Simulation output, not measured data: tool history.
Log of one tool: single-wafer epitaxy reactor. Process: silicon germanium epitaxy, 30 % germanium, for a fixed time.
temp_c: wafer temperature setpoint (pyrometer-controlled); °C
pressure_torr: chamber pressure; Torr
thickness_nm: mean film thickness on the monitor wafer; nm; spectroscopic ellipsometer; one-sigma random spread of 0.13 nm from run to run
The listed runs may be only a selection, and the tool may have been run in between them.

run,hour,temp_c,pressure_torr,thickness_nm
1,0.0,575,15.3,33.452
2,6.7,583,15.3,39.828
3,9.6,584,15.3,40.575
4,15.8,585,15.3,41.343
5,20.4,586,15.3,42.415
6,26.9,597,15.3,53.055
7,34.1,597,15.3,52.930

Forecast run 8:
8,37.5,596,15.3,?

{"run 8": {"thickness_nm": 52.054}}
